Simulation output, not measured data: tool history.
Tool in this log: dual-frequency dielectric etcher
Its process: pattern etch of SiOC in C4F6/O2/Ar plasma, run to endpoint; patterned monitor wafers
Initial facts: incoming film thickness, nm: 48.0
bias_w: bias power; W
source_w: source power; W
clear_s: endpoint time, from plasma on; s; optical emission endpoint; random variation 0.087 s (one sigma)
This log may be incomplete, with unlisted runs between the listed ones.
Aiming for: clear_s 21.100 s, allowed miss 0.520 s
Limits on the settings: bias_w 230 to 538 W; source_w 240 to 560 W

| run | hour | bias_w | source_w | clear_s |
|---|---|---|---|---|
| 1 | 0.0 | 384 | 400 | 18.599 |
| 2 | 3.0 | 371 | 400 | 18.959 |
| 3 | 8.7 | 361 | 400 | 19.205 |
| 4 | 12.6 | 353 | 400 | 19.385 |
| 5 | 17.4 | 353 | 470 | 17.807 |
| 6 | 18.1 | 340 | 460 | 18.402 |
| 7 | 21.9 | 328 | 460 | 18.753 |
| 8 | 24.4 | 328 | 460 | 18.795 |
| 9 | 25.8 | 319 | 460 | 19.034 |
| 10 | 32.5 | 311 | 460 | 19.294 |
| 11 | 37.7 | 304 | 460 | 19.589 |
| 12 | 40.7 | 299 | 460 | 19.569 |
| 13 | 44.3 | 293 | 460 | 19.937 |
| 14 | 51.6 | 243 | 450 | 22.051 |
| 15 | 57.3 | 246 | 450 | 21.811 |
| 16 | 62.8 | 246 | 450 | 21.947 |
| 17 | 70.3 | 249 | 450 | 21.788 |
| 18 | 77.3 | 251 | 450 | 21.775 |

Below are 5 possible settings for the next run. Only one of them brings all results inside the allowed miss of their targets. Which is it?
| A | 84.3 | 243 | 440 | ? |
| B | 84.3 | 268 | 390 | ? |
| C | 84.3 | 285 | 420 | ? |
| D | 84.3 | 235 | 430 | ? |
| E | 84.3 | 279 | 370 | ? |

| move | clear_s |
|---|---|
| A | 22.351 |
| B | 22.535 |
| C | 21.065 |
| D | 23.004 |
| E | 22.659 |
A: its largest miss is bigger than the last run's
B: its largest miss is bigger than the last run's
C: in spec on every target
D: its largest miss is bigger than the last run's
E: its largest miss is bigger than the last run's
The move that meets every target is C.
